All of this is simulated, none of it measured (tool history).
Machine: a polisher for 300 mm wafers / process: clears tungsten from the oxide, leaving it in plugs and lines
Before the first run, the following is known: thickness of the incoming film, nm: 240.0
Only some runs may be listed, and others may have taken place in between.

run	hour	flow of slurry (ml/min)	pressure of the wafer on the pad (kPa)	speed of the pad under the wafer (cm/s)	abrasive content of the slurry	overpolish time after the end point (s)	time until the end point was called (s)
1	0.0	320	20.0	138	1.0	9	49.368
2	5.9	265	20.0	138	1.0	9	50.337
3	7.0	265	24.1	138	1.0	9	41.347
4	9.0	195	24.1	138	1.0	9	42.048
5	14.5	195	22.1	138	1.0	9	46.614
6	20.8	195	20.7	138	1.0	9	48.384
7	22.0	195	19.3	138	1.0	9	51.835
8	23.5	195	17.9	138	1.0	9	55.072
9	27.0	195	17.2	138	1.0	9	58.090

Run 10 comes next. What will it give?
10	29.0	195	17.2	138	1.0	9	?

Run 10 produced time until the end point was called (s) 58.348.
